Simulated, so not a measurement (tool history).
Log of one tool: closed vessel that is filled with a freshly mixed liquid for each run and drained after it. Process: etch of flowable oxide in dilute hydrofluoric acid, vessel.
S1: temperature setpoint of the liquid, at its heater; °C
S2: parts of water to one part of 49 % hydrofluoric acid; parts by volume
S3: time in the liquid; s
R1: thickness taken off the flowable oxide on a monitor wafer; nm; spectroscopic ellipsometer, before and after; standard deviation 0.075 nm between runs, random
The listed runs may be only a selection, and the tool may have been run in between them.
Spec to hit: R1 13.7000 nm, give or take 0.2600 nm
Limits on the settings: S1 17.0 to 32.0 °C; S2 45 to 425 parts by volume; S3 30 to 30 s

| run | hour | S1 | S2 | S3 | R1 |
|---|---|---|---|---|---|
| 1 | 0.0 | 24.0 | 235 | 30 | 5.0621 |
| 2 | 1.7 | 24.0 | 235 | 30 | 5.0124 |
| 3 | 9.0 | 25.0 | 220 | 30 | 5.6599 |
| 4 | 10.2 | 22.5 | 220 | 30 | 5.1237 |
| 5 | 15.3 | 22.5 | 165 | 30 | 7.2512 |
| 6 | 20.4 | 21.0 | 165 | 30 | 6.8721 |
| 7 | 25.1 | 22.0 | 160 | 30 | 7.3308 |
| 8 | 28.8 | 23.0 | 155 | 30 | 8.0037 |
| 9 | 36.0 | 24.0 | 150 | 30 | 8.5483 |
| 10 | 40.4 | 25.0 | 145 | 30 | 9.2973 |

Exactly one of the 4 candidate moves below puts every result within its allowed miss. Which one?
| A | 44.8 | 25.5 | 105 | 30 | ? |
| B | 44.8 | 26.0 | 110 | 30 | ? |
| C | 44.8 | 24.5 | 105 | 30 | ? |
| D | 44.8 | 28.0 | 120 | 30 | ? |

| move | R1 |
|---|---|
| A | 13.7100 |
| B | 13.2580 |
| C | 13.1840 |
| D | 12.9480 |
A: all results land within tolerance of their targets
B: an improvement on the last run, though not all results are within tolerance
C: an improvement on the last run, though not all results are within tolerance
D: an improvement on the last run, though not all results are within tolerance
Answer: A
